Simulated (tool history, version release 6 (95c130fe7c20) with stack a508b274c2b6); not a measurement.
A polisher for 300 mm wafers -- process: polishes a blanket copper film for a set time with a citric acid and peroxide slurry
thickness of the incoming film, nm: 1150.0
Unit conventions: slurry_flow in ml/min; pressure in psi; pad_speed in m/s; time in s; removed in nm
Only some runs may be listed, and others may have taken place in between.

run,hour,slurry_flow,pressure,pad_speed,slurry_solids,time,removed
1,0.0,270,3.2,1.24,1.0,36,99.485
2,3.5,270,3.2,1.48,1.0,36,116.850
3,8.8,270,3.2,1.48,0.8,36,110.840
4,13.3,270,2.9,1.48,0.8,36,100.950
5,18.9,270,2.9,1.48,0.7,36,99.242
6,23.6,270,2.7,1.48,0.7,36,92.312

Run 7 has not been measured yet. What should we expect?
7,30.2,270,2.6,1.48,0.7,36,?

Run 7 produced removed 90.140 nm.
